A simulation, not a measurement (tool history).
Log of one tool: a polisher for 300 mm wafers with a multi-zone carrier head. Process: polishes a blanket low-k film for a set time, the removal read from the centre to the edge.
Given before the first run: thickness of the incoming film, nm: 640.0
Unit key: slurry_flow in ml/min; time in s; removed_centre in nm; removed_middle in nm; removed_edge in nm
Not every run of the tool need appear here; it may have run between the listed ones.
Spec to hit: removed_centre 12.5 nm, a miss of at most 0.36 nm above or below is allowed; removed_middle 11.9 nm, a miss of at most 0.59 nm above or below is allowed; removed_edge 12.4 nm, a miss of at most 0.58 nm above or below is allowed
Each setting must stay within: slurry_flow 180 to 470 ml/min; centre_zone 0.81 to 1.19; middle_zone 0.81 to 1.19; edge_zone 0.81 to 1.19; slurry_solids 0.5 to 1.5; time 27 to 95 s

run 1 hour=0 | slurry_flow=300 centre_zone=1 middle_zone=1 edge_zone=1 slurry_solids=1 time=61 | removed_centre=22.027 removed_middle=22.611 removed_edge=20.738
run 2 hour=2.4 | slurry_flow=295 centre_zone=0.99 middle_zone=0.97 edge_zone=0.99 slurry_solids=0.9 time=59 | removed_centre=20.278 removed_middle=20.15 removed_edge=18.915
run 3 hour=7.4 | slurry_flow=295 centre_zone=0.99 middle_zone=0.97 edge_zone=1.02 slurry_solids=0.9 time=59 | removed_centre=20.395 removed_middle=20.45 removed_edge=19.01
run 4 hour=11.6 | slurry_flow=290 centre_zone=0.97 middle_zone=0.94 edge_zone=1.02 slurry_solids=0.85 time=57 | removed_centre=18.806 removed_middle=17.798 removed_edge=18.258
run 5 hour=12.5 | slurry_flow=290 centre_zone=0.96 middle_zone=0.94 edge_zone=1 slurry_solids=0.8 time=55 | removed_centre=17.389 removed_middle=17.212 removed_edge=17.032
run 6 hour=14.5 | slurry_flow=290 centre_zone=0.96 middle_zone=0.93 edge_zone=0.98 slurry_solids=0.75 time=54 | removed_centre=16.716 removed_middle=16.681 removed_edge=15.966
run 7 hour=21.8 | slurry_flow=290 centre_zone=0.96 middle_zone=0.93 edge_zone=0.98 slurry_solids=0.75 time=54 | removed_centre=16.801 removed_middle=16.548 removed_edge=16.228
run 8 hour=22.7 | slurry_flow=290 centre_zone=0.95 middle_zone=0.92 edge_zone=0.97 slurry_solids=0.7 time=53 | removed_centre=15.903 removed_middle=15.349 removed_edge=15.355
run 9 hour=29.9 | slurry_flow=290 centre_zone=0.94 middle_zone=0.91 edge_zone=0.95 slurry_solids=0.65 time=52 | removed_centre=15.162 removed_middle=14.189 removed_edge=14.686
run 10 hour=38.8 | slurry_flow=290 centre_zone=0.93 middle_zone=0.91 edge_zone=0.94 slurry_solids=0.65 time=51 | removed_centre=14.614 removed_middle=14.461 removed_edge=14.233
run 11 hour=41.7 | slurry_flow=290 centre_zone=0.92 middle_zone=0.9 edge_zone=0.93 slurry_solids=0.65 time=51 | removed_centre=14.374 removed_middle=14.594 removed_edge=14.357
run 12 hour=50.4 | slurry_flow=290 centre_zone=0.92 middle_zone=0.89 edge_zone=0.93 slurry_solids=0.65 time=50 | removed_centre=14.097 removed_middle=14.227 removed_edge=13.879
run 13 hour=57.8 | slurry_flow=285 centre_zone=0.92 middle_zone=0.88 edge_zone=0.93 slurry_solids=0.65 time=50 | removed_centre=14.01 removed_middle=13.794 removed_edge=13.908
run 14 hour=60.1 | slurry_flow=280 centre_zone=0.92 middle_zone=0.87 edge_zone=0.92 slurry_solids=0.65 time=50 | removed_centre=14.027 removed_middle=13.207 removed_edge=13.865
run 15 hour=63.3 | slurry_flow=275 centre_zone=0.91 middle_zone=0.87 edge_zone=0.91 slurry_solids=0.65 time=50 | removed_centre=13.851 removed_middle=13.686 removed_edge=13.727
run 16 hour=68.3 | slurry_flow=275 centre_zone=0.91 middle_zone=0.86 edge_zone=0.9 slurry_solids=0.65 time=50 | removed_centre=13.826 removed_middle=12.864 removed_edge=13.622
-- hour=75.5 edge zone pressure recalibrated
run 17 hour=75.5 | slurry_flow=270 centre_zone=0.9 middle_zone=0.86 edge_zone=0.89 slurry_solids=0.65 time=50 | removed_centre=13.845 removed_middle=13.364 removed_edge=14.09
run 18 hour=77.1 | slurry_flow=275 centre_zone=0.9 middle_zone=0.86 edge_zone=0.89 slurry_solids=0.65 time=50 | removed_centre=13.577 removed_middle=13.256 removed_edge=13.759
run 19 hour=82.6 | slurry_flow=280 centre_zone=0.9 middle_zone=0.86 edge_zone=0.89 slurry_solids=0.65 time=50 | removed_centre=13.74 removed_middle=13.494 removed_edge=14.109

Which one of the following 4 next-run settings gets every result inside its allowed miss? There is exactly one.
run A hour=88.1 | slurry_flow=180 centre_zone=0.88 middle_zone=0.86 edge_zone=0.88 slurry_solids=1.05 time=40 | removed_centre=? removed_middle=? removed_edge=?
run B hour=88.1 | slurry_flow=325 centre_zone=0.81 middle_zone=0.88 edge_zone=0.92 slurry_solids=0.75 time=44 | removed_centre=? removed_middle=? removed_edge=?
run C hour=88.1 | slurry_flow=295 centre_zone=0.97 middle_zone=0.92 edge_zone=1.01 slurry_solids=0.8 time=39 | removed_centre=? removed_middle=? removed_edge=?
run D hour=88.1 | slurry_flow=235 centre_zone=1.03 middle_zone=0.83 edge_zone=0.88 slurry_solids=0.6 time=42 | removed_centre=? removed_middle=? removed_edge=?

move=A removed_centre=11.934 removed_middle=12.028 removed_edge=12.572
move=B removed_centre=11.673 removed_middle=12.883 removed_edge=13.193
move=C removed_centre=12.531 removed_middle=12.023 removed_edge=12.439
move=D removed_centre=12.348 removed_middle=10.296 removed_edge=10.961
A: carries the result that was furthest off beyond its target, to the other side
B: carries the result that was furthest off beyond its target, to the other side
C: every result within its allowed miss
D: gets the furthest-off result to its target, but another result is out of tolerance
Correct choice: C, which meets every target
